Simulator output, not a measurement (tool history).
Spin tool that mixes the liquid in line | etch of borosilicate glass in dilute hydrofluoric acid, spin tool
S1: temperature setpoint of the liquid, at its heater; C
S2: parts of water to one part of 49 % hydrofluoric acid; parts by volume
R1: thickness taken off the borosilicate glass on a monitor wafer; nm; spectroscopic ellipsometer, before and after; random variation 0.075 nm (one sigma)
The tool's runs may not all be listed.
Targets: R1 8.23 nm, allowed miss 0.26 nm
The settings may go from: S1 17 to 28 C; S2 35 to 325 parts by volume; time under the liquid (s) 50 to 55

Run 1, day 0: S1 20 C, S2 180 parts by volume, time under the liquid (s) 50. Result: R1 10.83 nm.
Run 2, day 0.371: S1 19 C, S2 190 parts by volume, time under the liquid (s) 50. Result: R1 9.8557 nm.
Run 3, day 0.583: S1 18.5 C, S2 195 parts by volume, time under the liquid (s) 50. Result: R1 9.2422 nm.
Run 4, day 0.917: S1 18 C, S2 200 parts by volume, time under the liquid (s) 50. Result: R1 8.8402 nm.
Run 5, day 1.275: S1 21.5 C, S2 200 parts by volume, time under the liquid (s) 50. Result: R1 10.203 nm.
Run 6, day 1.521: S1 21.5 C, S2 200 parts by volume, time under the liquid (s) 55. Result: R1 11.072 nm.
Run 7, day 1.658: S1 20.5 C, S2 210 parts by volume, time under the liquid (s) 55. Result: R1 9.9825 nm.
Run 8, day 1.988: S1 19.5 C, S2 215 parts by volume, time under the liquid (s) 55. Result: R1 9.3939 nm.
Run 9, day 2.246: S1 19 C, S2 215 parts by volume, time under the liquid (s) 55. Result: R1 9.2908 nm.
Run 10, day 2.508: S1 18.5 C, S2 220 parts by volume, time under the liquid (s) 55. Result: R1 8.7049 nm.
Run 11, day 2.604: S1 18 C, S2 220 parts by volume, time under the liquid (s) 55. Result: R1 8.6291 nm.
At day 2.871: hydrofluoric acid flow meter replaced.
Run 12, day 2.871: S1 17.5 C, S2 220 parts by volume, time under the liquid (s) 55. Result: R1 9.515 nm.
Run 13, day 2.925: S1 17.5 C, S2 225 parts by volume, time under the liquid (s) 55. Result: R1 9.246 nm.
Run 14, day 3.15: S1 17.5 C, S2 230 parts by volume, time under the liquid (s) 55. Result: R1 9.0319 nm.
Run 15, day 3.442: S1 17.5 C, S2 235 parts by volume, time under the liquid (s) 55. Result: R1 8.7456 nm.
Run 16, day 3.65: S1 17.5 C, S2 240 parts by volume, time under the liquid (s) 55. Result: R1 8.5088 nm.

Which of these 5 next moves meets every target?
Run A, day 3.858: S1 17 C, S2 225 parts by volume, time under the liquid (s) 50. Result: R1 ?.
Run B, day 3.858: S1 17 C, S2 210 parts by volume, time under the liquid (s) 50. Result: R1 ?.
Run C, day 3.858: S1 17.5 C, S2 225 parts by volume, time under the liquid (s) 55. Result: R1 ?.
Run D, day 3.858: S1 17 C, S2 220 parts by volume, time under the liquid (s) 55. Result: R1 ?.
Run E, day 3.858: S1 18 C, S2 230 parts by volume, time under the liquid (s) 55. Result: R1 ?.

move      R1
   A  8.2276
   B   8.935
   C  9.2298
   D  9.2976
   E  9.1652
A: meets every target
B: further off than the last run
C: further off than the last run
D: further off than the last run
E: further off than the last run
Move A is the one to make.
